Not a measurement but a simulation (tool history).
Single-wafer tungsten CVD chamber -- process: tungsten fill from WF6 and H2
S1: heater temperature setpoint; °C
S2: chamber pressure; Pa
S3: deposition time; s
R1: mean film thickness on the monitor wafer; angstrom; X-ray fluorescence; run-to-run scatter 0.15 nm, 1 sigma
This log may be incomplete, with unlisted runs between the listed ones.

{"run": 1, "hour": 0.0, "S1": 375, "S2": 5000, "S3": 18.6, "R1": 325.47}
{"run": 2, "hour": 6.0, "S1": 378, "S2": 5000, "S3": 18.6, "R1": 349.03}
{"run": 3, "hour": 7.2, "S1": 380, "S2": 5000, "S3": 18.6, "R1": 366.21}
{"run": 4, "hour": 14.6, "S1": 380, "S2": 4466, "S3": 18.6, "R1": 348.05}
{"run": 5, "hour": 20.1, "S1": 382, "S2": 4466, "S3": 18.6, "R1": 360.63}
{"run": 6, "hour": 27.7, "S1": 377, "S2": 4466, "S3": 18.6, "R1": 322.53}
{"run": 7, "hour": 33.9, "S1": 380, "S2": 4466, "S3": 18.6, "R1": 343.28}

Estimate the outcome of run 8 from the log above:
{"run": 8, "hour": 35.6, "S1": 380, "S2": 4466, "S3": 18.6, "R1": "?"}

{"run 8": {"R1": 344.04}}
